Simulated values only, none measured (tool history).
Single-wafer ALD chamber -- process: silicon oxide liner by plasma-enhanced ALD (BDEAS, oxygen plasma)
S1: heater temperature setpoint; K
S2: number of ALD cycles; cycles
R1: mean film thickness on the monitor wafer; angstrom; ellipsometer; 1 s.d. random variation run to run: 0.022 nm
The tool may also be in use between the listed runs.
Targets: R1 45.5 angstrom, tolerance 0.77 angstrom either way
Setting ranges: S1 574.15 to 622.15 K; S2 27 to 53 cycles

run 1 hour=0 | S1=598.15 S2=40 | R1=36.633
run 2 hour=1 | S1=589.15 S2=40 | R1=37.299
run 3 hour=7.9 | S1=589.15 S2=36 | R1=33.322
run 4 hour=11.9 | S1=588.15 S2=39 | R1=36.229
run 5 hour=19.6 | S1=587.15 S2=41 | R1=38.206
run 6 hour=22.4 | S1=583.15 S2=41 | R1=38.161
run 7 hour=26.7 | S1=583.15 S2=43 | R1=40.324
run 8 hour=27.2 | S1=583.15 S2=44 | R1=41.078

Exactly one of the 4 candidate moves below puts every result within its allowed miss. Which one?
run A hour=27.7 | S1=586.15 S2=49 | R1=?
run B hour=27.7 | S1=577.15 S2=41 | R1=?
run C hour=27.7 | S1=586.15 S2=52 | R1=?
run D hour=27.7 | S1=589.15 S2=41 | R1=?

move=A R1=45.88
move=B R1=38.948
move=C R1=48.688
move=D R1=38.203
A: every result lands within tolerance
B: misses by more than the last run did
C: pushes the last run's worst result past its target
D: misses by more than the last run did
So the answer is move A, the one that meets all the targets.

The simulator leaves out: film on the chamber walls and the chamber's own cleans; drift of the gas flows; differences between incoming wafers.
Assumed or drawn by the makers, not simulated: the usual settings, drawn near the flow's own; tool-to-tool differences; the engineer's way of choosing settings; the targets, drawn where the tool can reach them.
